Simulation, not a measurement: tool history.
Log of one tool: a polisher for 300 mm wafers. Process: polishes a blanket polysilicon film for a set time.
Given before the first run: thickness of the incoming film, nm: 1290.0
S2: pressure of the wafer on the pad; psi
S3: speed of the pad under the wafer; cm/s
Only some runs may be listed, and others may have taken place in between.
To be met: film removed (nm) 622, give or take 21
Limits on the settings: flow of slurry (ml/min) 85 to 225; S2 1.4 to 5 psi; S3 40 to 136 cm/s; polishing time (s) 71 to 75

{"run": 1, "day": 0.0, "flow of slurry (ml/min)": 145, "S2": 3.2, "S3": 88, "polishing time (s)": 71, "film removed (nm)": 511.69}
{"run": 2, "day": 0.117, "flow of slurry (ml/min)": 150, "S2": 3.3, "S3": 88, "polishing time (s)": 71, "film removed (nm)": 537.52}
{"run": 3, "day": 0.242, "flow of slurry (ml/min)": 150, "S2": 3.6, "S3": 88, "polishing time (s)": 71, "film removed (nm)": 590.29}
{"run": 4, "day": 0.558, "flow of slurry (ml/min)": 150, "S2": 3.3, "S3": 88, "polishing time (s)": 71, "film removed (nm)": 533.54}
{"run": 5, "day": 0.738, "flow of slurry (ml/min)": 150, "S2": 4.1, "S3": 88, "polishing time (s)": 71, "film removed (nm)": 658.73}
{"run": 6, "day": 0.775, "flow of slurry (ml/min)": 150, "S2": 4.1, "S3": 106, "polishing time (s)": 71, "film removed (nm)": 792.62}
{"run": 7, "day": 0.804, "flow of slurry (ml/min)": 145, "S2": 4, "S3": 106, "polishing time (s)": 71, "film removed (nm)": 775.53}
{"run": 8, "day": 1.083, "flow of slurry (ml/min)": 145, "S2": 3.9, "S3": 106, "polishing time (s)": 71, "film removed (nm)": 753.94}
{"run": 9, "day": 1.438, "flow of slurry (ml/min)": 145, "S2": 3.8, "S3": 106, "polishing time (s)": 71, "film removed (nm)": 735.19}

Which of these 4 next moves meets every target?
{"run": "A", "day": 1.792, "flow of slurry (ml/min)": 150, "S2": 4, "S3": 122, "polishing time (s)": 75, "film removed (nm)": "?"}
{"run": "B", "day": 1.792, "flow of slurry (ml/min)": 185, "S2": 4.4, "S3": 74, "polishing time (s)": 71, "film removed (nm)": "?"}
{"run": "C", "day": 1.792, "flow of slurry (ml/min)": 140, "S2": 3.1, "S3": 120, "polishing time (s)": 74, "film removed (nm)": "?"}
{"run": "D", "day": 1.792, "flow of slurry (ml/min)": 125, "S2": 3.3, "S3": 98, "polishing time (s)": 71, "film removed (nm)": "?"}

move=A film_removed_(nm)=937.97
move=B film_removed_(nm)=613.59
move=C film_removed_(nm)=705.08
move=D film_removed_(nm)=582.18
A: the biggest miss grows against the last run
B: each result inside its tolerance
C: an improvement on the last run, though not all results are within tolerance
D: takes the biggest miss from the last run beyond its target
B is the move that brings every result within its allowed miss.
